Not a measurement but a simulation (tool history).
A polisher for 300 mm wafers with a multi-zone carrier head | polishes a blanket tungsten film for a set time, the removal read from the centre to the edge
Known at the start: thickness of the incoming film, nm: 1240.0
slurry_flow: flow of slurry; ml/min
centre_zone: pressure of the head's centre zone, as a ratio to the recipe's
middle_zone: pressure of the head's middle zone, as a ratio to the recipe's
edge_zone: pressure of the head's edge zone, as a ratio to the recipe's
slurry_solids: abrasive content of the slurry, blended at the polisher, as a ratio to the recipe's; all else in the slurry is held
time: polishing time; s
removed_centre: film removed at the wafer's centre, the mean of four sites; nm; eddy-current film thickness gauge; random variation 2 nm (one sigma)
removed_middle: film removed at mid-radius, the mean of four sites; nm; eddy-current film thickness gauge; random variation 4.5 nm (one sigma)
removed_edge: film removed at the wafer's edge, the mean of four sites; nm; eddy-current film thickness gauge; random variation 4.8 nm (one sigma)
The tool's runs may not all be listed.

Run 1, hour 0.0: slurry_flow 160 ml/min, centre_zone 1.00, middle_zone 1.00, edge_zone 1.00, slurry_solids 1.00, time 58 s. Result: removed_centre 250.71 nm, removed_middle 252.08 nm, removed_edge 249.35 nm.
Run 2, hour 7.7: slurry_flow 175 ml/min, centre_zone 1.00, middle_zone 1.00, edge_zone 1.00, slurry_solids 1.00, time 58 s. Result: removed_centre 253.52 nm, removed_middle 256.94 nm, removed_edge 243.45 nm.
Run 3, hour 16.5: slurry_flow 175 ml/min, centre_zone 1.00, middle_zone 0.93, edge_zone 1.00, slurry_solids 1.00, time 58 s. Result: removed_centre 257.29 nm, removed_middle 240.69 nm, removed_edge 254.54 nm.
Run 4, hour 25.4: slurry_flow 170 ml/min, centre_zone 1.00, middle_zone 0.95, edge_zone 1.02, slurry_solids 1.10, time 59 s. Result: removed_centre 263.66 nm, removed_middle 254.55 nm, removed_edge 267.81 nm.
Run 5, hour 25.9: slurry_flow 185 ml/min, centre_zone 1.00, middle_zone 0.95, edge_zone 1.02, slurry_solids 1.10, time 59 s. Result: removed_centre 264.65 nm, removed_middle 254.63 nm, removed_edge 268.26 nm.
Run 6, hour 26.7: slurry_flow 185 ml/min, centre_zone 1.01, middle_zone 0.97, edge_zone 1.04, slurry_solids 1.15, time 60 s. Result: removed_centre 277.81 nm, removed_middle 267.76 nm, removed_edge 277.26 nm.

The next listed run, before its measurement:
Run 7, hour 35.1: slurry_flow 185 ml/min, centre_zone 1.01, middle_zone 0.98, edge_zone 1.05, slurry_solids 1.20, time 61 s. Result: removed_centre ?, removed_middle ?, removed_edge ?.

removed_centre: 285.09 nm
removed_middle: 279.91 nm
removed_edge: 288.72 nm

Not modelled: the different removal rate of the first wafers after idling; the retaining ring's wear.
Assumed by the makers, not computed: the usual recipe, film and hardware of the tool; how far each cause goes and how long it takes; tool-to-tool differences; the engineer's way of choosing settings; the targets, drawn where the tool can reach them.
